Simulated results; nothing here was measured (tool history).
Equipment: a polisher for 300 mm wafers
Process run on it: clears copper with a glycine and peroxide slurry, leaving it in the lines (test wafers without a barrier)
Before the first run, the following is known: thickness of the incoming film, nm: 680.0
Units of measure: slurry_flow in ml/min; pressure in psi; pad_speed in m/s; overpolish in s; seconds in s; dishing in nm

run,hour,slurry_flow,pressure,pad_speed,overpolish,seconds,dishing
1,0.0,175,3.4,0.90,21,127.830,64.158
2,5.7,205,3.4,0.90,21,127.230,64.489
3,7.7,170,3.4,0.90,21,129.280,63.618
4,10.5,135,3.4,0.90,21,138.740,61.391
5,16.3,145,3.7,0.90,21,129.110,66.195
6,18.3,155,4.0,0.92,21,120.510,70.567
7,21.9,165,4.2,0.94,21,106.540,71.852
8,24.7,160,5.2,0.98,25,91.560,94.397

Predict the results of run 9:
9,31.7,165,5.2,0.98,25,?,?

Run 9 measured seconds 86.816 s, dishing 96.930 nm.
